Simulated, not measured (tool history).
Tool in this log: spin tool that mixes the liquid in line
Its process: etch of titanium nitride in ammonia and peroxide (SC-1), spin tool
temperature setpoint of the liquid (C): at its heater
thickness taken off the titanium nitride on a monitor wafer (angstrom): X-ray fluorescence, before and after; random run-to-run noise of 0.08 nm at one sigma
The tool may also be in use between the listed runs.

run	hour	temperature setpoint of the liquid (C)	parts of water to one part of 30 % peroxide (parts by volume)	parts of 29 % ammonia solution to one part of 30 % peroxide (parts by volume)	time under the liquid (s)	thickness taken off the titanium nitride on a monitor wafer (angstrom)
1	0	56	26.5	0.9	140	86.291
2	5.2	58	26.5	0.9	140	99.591
3	14.2	58	31.5	0.9	140	90.193
4	18.4	58	31.5	0.9	150	96.469
5	23.1	58	31.5	0.9	140	90.9
6	31.6	62.5	31.5	0.9	140	121.53
7	33.3	62.5	31.5	0.9	140	121.49
8	38.7	63.5	31.5	0.9	140	128.27
9	43.3	64.5	31.5	0.9	140	137

Expected results for the next run?
10	49.3	65	31.5	0.9	140	?

{"run 10": {"thickness taken off the titanium nitride on a monitor wafer (angstrom)": 143.26}}

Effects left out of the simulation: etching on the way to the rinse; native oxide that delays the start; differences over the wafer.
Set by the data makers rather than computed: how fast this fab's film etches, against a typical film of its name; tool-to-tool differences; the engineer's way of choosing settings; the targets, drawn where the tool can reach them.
